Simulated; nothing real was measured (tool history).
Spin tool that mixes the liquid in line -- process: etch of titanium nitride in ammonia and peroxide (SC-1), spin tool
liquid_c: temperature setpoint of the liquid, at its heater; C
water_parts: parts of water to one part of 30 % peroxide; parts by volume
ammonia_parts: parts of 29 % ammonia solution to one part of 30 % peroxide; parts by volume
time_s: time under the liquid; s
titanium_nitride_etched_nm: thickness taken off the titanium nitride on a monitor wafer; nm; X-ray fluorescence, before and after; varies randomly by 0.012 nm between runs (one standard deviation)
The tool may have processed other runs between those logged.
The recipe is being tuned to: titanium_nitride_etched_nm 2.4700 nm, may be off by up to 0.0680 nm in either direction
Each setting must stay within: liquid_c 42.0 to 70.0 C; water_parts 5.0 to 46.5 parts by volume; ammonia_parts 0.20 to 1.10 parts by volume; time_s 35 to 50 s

| run | day | liquid_c | water_parts | ammonia_parts | time_s | titanium_nitride_etched_nm |
|---|---|---|---|---|---|---|
| 1 | 0.000 | 58.0 | 25.5 | 0.60 | 50 | 3.5078 |
| 2 | 0.179 | 58.0 | 21.0 | 0.60 | 50 | 3.8711 |
| 3 | 0.421 | 54.5 | 21.0 | 0.60 | 50 | 3.0819 |
| 4 | 0.458 | 54.5 | 14.5 | 0.60 | 50 | 3.7635 |
| 5 | 0.642 | 54.5 | 19.0 | 0.60 | 50 | 3.2738 |
| 6 | 0.954 | 53.5 | 19.0 | 0.60 | 50 | 3.0477 |
| 7 | 1.225 | 53.0 | 19.0 | 0.60 | 50 | 2.9629 |
| 8 | 1.271 | 52.5 | 19.0 | 0.60 | 50 | 2.8326 |
| 9 | 1.596 | 50.0 | 19.0 | 0.60 | 50 | 2.3803 |

Exactly one of the 4 candidate moves below puts every result within its allowed miss. Which one?
| A | 1.921 | 51.5 | 19.5 | 0.60 | 50 | ? |
| B | 1.921 | 51.5 | 17.5 | 0.45 | 50 | ? |
| C | 1.921 | 52.0 | 24.5 | 0.70 | 50 | ? |
| D | 1.921 | 50.5 | 17.5 | 0.60 | 50 | ? |

| move | titanium_nitride_etched_nm |
|---|---|
| A | 2.6068 |
| B | 2.6249 |
| C | 2.4437 |
| D | 2.5821 |
A: pushes the last run's worst result past its target
B: pushes the last run's worst result past its target
C: all results in spec
D: pushes the last run's worst result past its target
Correct choice: C, which meets every target

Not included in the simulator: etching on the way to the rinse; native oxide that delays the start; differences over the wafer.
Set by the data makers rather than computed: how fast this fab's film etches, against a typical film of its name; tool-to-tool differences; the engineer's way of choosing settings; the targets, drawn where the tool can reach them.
